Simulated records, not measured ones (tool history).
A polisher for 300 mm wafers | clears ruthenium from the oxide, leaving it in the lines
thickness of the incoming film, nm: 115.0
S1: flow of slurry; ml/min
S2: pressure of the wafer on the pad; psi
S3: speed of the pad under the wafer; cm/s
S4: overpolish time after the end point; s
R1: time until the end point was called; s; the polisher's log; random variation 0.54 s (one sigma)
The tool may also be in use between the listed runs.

run 1 hour=0.0 | S1=155 S2=1.5 S3=116 S4=7 | R1=91.040
run 2 hour=6.5 | S1=160 S2=1.6 S3=116 S4=7 | R1=85.105
run 3 hour=10.6 | S1=160 S2=1.7 S3=116 S4=7 | R1=80.941
run 4 hour=14.9 | S1=170 S2=2.0 S3=118 S4=7 | R1=66.893
run 5 hour=20.0 | S1=170 S2=2.0 S3=96 S4=7 | R1=83.116
run 6 hour=25.1 | S1=170 S2=2.0 S3=98 S4=7 | R1=81.304

Run 7 comes next. What will it give?
run 7 hour=28.9 | S1=170 S2=2.0 S3=100 S4=7 | R1=?

{"run 7": {"R1": 78.933}}
